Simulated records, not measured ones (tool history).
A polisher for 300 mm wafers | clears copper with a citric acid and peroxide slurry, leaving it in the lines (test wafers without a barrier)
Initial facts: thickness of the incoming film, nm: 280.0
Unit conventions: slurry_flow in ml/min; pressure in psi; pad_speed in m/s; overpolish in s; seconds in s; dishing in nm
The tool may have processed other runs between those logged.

| run | day | slurry_flow | pressure | pad_speed | slurry_solids | overpolish | seconds | dishing |
|---|---|---|---|---|---|---|---|---|
| 1 | 0 | 140 | 2.7 | 1.42 | 1 | 16 | 93.895 | 32.788 |
| 2 | 0.317 | 140 | 2.2 | 1.38 | 1 | 17 | 108.3 | 29.625 |
| 3 | 0.388 | 140 | 2.2 | 1.56 | 1 | 17 | 102.82 | 30.133 |
| 4 | 0.596 | 135 | 1.9 | 1.42 | 1 | 18 | 123.8 | 27.031 |
| 5 | 0.958 | 135 | 1.9 | 1.42 | 1 | 13 | 122.94 | 20.953 |
| 6 | 1.183 | 135 | 1.9 | 1.42 | 1 | 10 | 123.1 | 17.144 |
| 7 | 1.246 | 130 | 1.7 | 1.36 | 1 | 13 | 144.26 | 18.701 |
| 8 | 1.596 | 120 | 1.7 | 1.34 | 1 | 15 | 143.99 | 20.18 |
| 9 | 1.675 | 115 | 1.6 | 1.32 | 1 | 17 | 154.45 | 21.941 |
| 10 | 1.783 | 110 | 1.6 | 1.32 | 1 | 18 | 155.81 | 22.618 |

The next listed run, before its measurement:
| 11 | 2.042 | 105 | 1.6 | 1.32 | 1 | 18 | ? | ? |

{"run 11": {"seconds": 160.25, "dishing": 22.481}}
